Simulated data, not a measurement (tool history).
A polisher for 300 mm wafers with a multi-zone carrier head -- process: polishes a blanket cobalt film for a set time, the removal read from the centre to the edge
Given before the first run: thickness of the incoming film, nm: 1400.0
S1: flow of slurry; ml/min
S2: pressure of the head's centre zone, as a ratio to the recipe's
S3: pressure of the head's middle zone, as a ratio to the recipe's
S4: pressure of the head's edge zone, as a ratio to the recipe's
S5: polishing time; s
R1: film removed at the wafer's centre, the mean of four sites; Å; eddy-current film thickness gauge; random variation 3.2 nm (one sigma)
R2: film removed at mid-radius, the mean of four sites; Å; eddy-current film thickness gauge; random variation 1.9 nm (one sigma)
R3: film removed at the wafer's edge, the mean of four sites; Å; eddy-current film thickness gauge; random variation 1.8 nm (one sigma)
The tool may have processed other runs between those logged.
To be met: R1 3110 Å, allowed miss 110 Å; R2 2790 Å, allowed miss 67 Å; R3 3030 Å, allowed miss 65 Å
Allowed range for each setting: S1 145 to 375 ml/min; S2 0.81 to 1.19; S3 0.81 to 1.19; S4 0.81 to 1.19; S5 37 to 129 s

run 1 hour=0 | S1=240 S2=1 S3=1 S4=1 S5=83 | R1=4732.6 R2=4868.7 R3=4870.5
run 2 hour=1.6 | S1=240 S2=1 S3=1.08 S4=1 S5=83 | R1=4672.4 R2=5208.6 R3=4805.8
run 3 hour=3.3 | S1=240 S2=1 S3=1.15 S4=1 S5=83 | R1=4810.8 R2=5484.7 R3=4844.6
run 4 hour=4 | S1=240 S2=0.95 S3=1.15 S4=1 S5=83 | R1=4576.5 R2=5486.7 R3=4802.8
run 5 hour=8.8 | S1=235 S2=0.96 S3=1.1 S4=0.98 S5=78 | R1=4310.8 R2=5000.7 R3=4460.9
run 6 hour=15.5 | S1=230 S2=0.97 S3=1.06 S4=0.98 S5=74 | R1=4067.1 R2=4598.7 R3=4199.5
run 7 hour=20.3 | S1=225 S2=0.99 S3=1.02 S4=0.98 S5=70 | R1=3936.2 R2=4132.3 R3=4048.7
run 8 hour=25.5 | S1=220 S2=0.99 S3=0.99 S4=0.96 S5=68 | R1=3825.5 R2=3951.1 R3=3851.1
run 9 hour=33.1 | S1=210 S2=0.99 S3=0.96 S4=0.95 S5=66 | R1=3718.7 R2=3700 R3=3692.3
run 10 hour=38.4 | S1=160 S2=0.93 S3=0.86 S4=0.85 S5=56 | R1=2860.8 R2=2796.8 R3=2916.9
run 11 hour=44.3 | S1=165 S2=0.94 S3=0.86 S4=0.85 S5=56 | R1=2921.1 R2=2787.4 R3=2955

Which single option among these 4 for the next run brings every result within its allowed miss of target? Just one does.
run A hour=50.2 | S1=145 S2=0.97 S3=0.82 S4=0.82 S5=59 | R1=? R2=? R3=?
run B hour=50.2 | S1=210 S2=0.96 S3=0.87 S4=0.82 S5=55 | R1=? R2=? R3=?
run C hour=50.2 | S1=160 S2=1 S3=0.88 S4=0.81 S5=56 | R1=? R2=? R3=?
run D hour=50.2 | S1=165 S2=0.95 S3=0.86 S4=0.83 S5=55 | R1=? R2=? R3=?

move=A R1=3149.3 R2=2794.4 R3=3013.1
move=B R1=3037.4 R2=2842 R3=2887.6
move=C R1=3109.9 R2=2840.6 R3=2864.6
move=D R1=2928 R2=2747 R3=2851.3
A: every result within its allowed miss
B: meets the target for the result that was furthest off, but another lies outside its allowed miss
C: meets the target for the result that was furthest off, but another lies outside its allowed miss
D: the biggest miss grows against the last run
So the answer is move A, the one that meets all the targets.
